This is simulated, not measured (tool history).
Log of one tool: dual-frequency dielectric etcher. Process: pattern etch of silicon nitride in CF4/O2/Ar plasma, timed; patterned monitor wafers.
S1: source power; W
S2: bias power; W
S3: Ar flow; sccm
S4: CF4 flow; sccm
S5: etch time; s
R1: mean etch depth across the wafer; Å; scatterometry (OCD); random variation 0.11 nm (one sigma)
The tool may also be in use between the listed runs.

{"run": 1, "hour": 0.0, "S1": 660, "S2": 45, "S3": 119, "S4": 117, "S5": 7.5, "R1": 188.78}
{"run": 2, "hour": 8.3, "S1": 720, "S2": 45, "S3": 119, "S4": 117, "S5": 7.5, "R1": 199.64}
{"run": 3, "hour": 12.5, "S1": 680, "S2": 45, "S3": 119, "S4": 117, "S5": 7.5, "R1": 192.5}
{"run": 4, "hour": 14.0, "S1": 680, "S2": 45, "S3": 129, "S4": 117, "S5": 7.5, "R1": 191.61}
{"run": 5, "hour": 20.6, "S1": 680, "S2": 53, "S3": 129, "S4": 117, "S5": 7.5, "R1": 200.87}
{"run": 6, "hour": 25.1, "S1": 780, "S2": 53, "S3": 129, "S4": 117, "S5": 7.5, "R1": 218.41}
{"run": 7, "hour": 31.1, "S1": 710, "S2": 52, "S3": 130, "S4": 117, "S5": 7.5, "R1": 204.55}
{"run": 8, "hour": 40.1, "S1": 710, "S2": 52, "S3": 130, "S4": 117, "S5": 7.5, "R1": 204.07}
{"run": 9, "hour": 40.9, "S1": 660, "S2": 51, "S3": 131, "S4": 117, "S5": 7.5, "R1": 190.9}

Run 10 comes next. What will it give?
{"run": 10, "hour": 46.7, "S1": 640, "S2": 51, "S3": 131, "S4": 117, "S5": 7.5, "R1": "?"}

R1: 189.99 Å

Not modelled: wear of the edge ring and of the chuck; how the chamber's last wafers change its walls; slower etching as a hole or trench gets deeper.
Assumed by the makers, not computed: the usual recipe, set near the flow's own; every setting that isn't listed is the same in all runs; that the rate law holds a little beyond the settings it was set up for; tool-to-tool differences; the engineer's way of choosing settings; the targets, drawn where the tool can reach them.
